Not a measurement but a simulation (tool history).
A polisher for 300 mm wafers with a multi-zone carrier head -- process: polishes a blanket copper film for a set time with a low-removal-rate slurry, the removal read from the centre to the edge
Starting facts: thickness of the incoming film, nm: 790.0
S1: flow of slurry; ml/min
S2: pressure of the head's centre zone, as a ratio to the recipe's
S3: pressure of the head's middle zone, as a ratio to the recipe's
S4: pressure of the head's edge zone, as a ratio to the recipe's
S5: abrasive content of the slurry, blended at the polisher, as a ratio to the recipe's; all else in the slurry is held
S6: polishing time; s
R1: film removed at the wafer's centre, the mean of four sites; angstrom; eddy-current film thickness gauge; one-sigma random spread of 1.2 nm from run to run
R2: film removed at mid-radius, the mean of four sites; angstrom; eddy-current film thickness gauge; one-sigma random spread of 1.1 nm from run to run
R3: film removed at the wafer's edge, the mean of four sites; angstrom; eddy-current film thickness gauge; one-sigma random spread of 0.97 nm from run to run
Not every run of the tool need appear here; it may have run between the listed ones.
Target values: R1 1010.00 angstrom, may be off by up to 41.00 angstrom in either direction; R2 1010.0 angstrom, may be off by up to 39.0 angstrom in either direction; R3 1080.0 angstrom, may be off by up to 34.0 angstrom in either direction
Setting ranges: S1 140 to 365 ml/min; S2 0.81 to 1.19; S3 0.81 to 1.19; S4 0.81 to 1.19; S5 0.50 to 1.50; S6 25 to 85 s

| run | hour | S1 | S2 | S3 | S4 | S5 | S6 | R1 | R2 | R3 |
|---|---|---|---|---|---|---|---|---|---|---|
| 1 | 0.0 | 235 | 1.00 | 1.00 | 1.00 | 1.00 | 55 | 1364.20 | 1372.8 | 1339.9 |
| 2 | 6.8 | 255 | 1.00 | 1.00 | 1.00 | 1.00 | 55 | 1352.60 | 1376.3 | 1354.2 |
| 3 | 10.8 | 255 | 1.00 | 1.00 | 1.00 | 1.20 | 55 | 1417.60 | 1421.5 | 1394.6 |
| 4 | 14.1 | 255 | 1.00 | 1.00 | 1.07 | 1.20 | 55 | 1410.90 | 1439.0 | 1440.6 |
| 5 | 21.8 | 250 | 0.98 | 0.97 | 1.04 | 1.05 | 54 | 1329.40 | 1370.4 | 1351.0 |
| 6 | 28.9 | 250 | 0.98 | 0.93 | 1.07 | 0.95 | 51 | 1221.70 | 1194.6 | 1303.0 |
| 7 | 34.9 | 245 | 0.96 | 0.92 | 1.03 | 0.85 | 50 | 1154.20 | 1138.5 | 1211.2 |
| 8 | 40.8 | 245 | 0.96 | 0.92 | 1.03 | 0.85 | 50 | 1189.10 | 1141.7 | 1200.7 |
| 9 | 42.2 | 240 | 0.93 | 0.91 | 1.03 | 0.80 | 50 | 1104.50 | 1129.3 | 1209.0 |
| 10 | 51.1 | 235 | 0.92 | 0.90 | 1.01 | 0.75 | 50 | 1069.10 | 1098.3 | 1166.9 |
| 11 | 56.4 | 230 | 0.92 | 0.89 | 0.99 | 0.75 | 50 | 1079.20 | 1088.8 | 1153.1 |
| 12 | 64.8 | 225 | 0.91 | 0.88 | 0.98 | 0.75 | 50 | 1071.70 | 1060.1 | 1143.6 |
| 13 | 67.9 | 220 | 0.90 | 0.88 | 0.97 | 0.75 | 50 | 1018.90 | 1084.0 | 1143.7 |
| 14 | 74.3 | 215 | 0.90 | 0.87 | 0.96 | 0.75 | 50 | 1038.30 | 1055.2 | 1152.0 |
| 15 | 81.9 | 215 | 0.90 | 0.87 | 0.95 | 0.70 | 50 | 1001.20 | 1031.5 | 1109.8 |

5 candidate next runs follow, results not yet known. Just one meets every target within its allowed miss. Identify it.
| A | 89.5 | 165 | 0.89 | 0.86 | 0.95 | 0.70 | 54 | ? | ? | ? |
| B | 89.5 | 180 | 0.84 | 0.87 | 0.97 | 0.70 | 52 | ? | ? | ? |
| C | 89.5 | 220 | 0.87 | 0.94 | 0.91 | 0.65 | 50 | ? | ? | ? |
| D | 89.5 | 220 | 0.94 | 0.90 | 1.01 | 0.55 | 49 | ? | ? | ? |
| E | 89.5 | 195 | 0.83 | 0.84 | 0.89 | 0.70 | 54 | ? | ? | ? |

| move | R1 | R2 | R3 |
|---|---|---|---|
| A | 1047.40 | 1053.1 | 1170.7 |
| B | 969.63 | 1041.3 | 1152.2 |
| C | 990.68 | 1090.1 | 1087.9 |
| D | 1023.00 | 1003.9 | 1091.8 |
| E | 1010.30 | 1065.5 | 1162.4 |
A: lands further from the targets than the last run did
B: lands further from the targets than the last run did
C: the worst result of the last run now meets its target, but another is out of spec
D: meets every target
E: lands further from the targets than the last run did
Correct choice: D, which meets every target
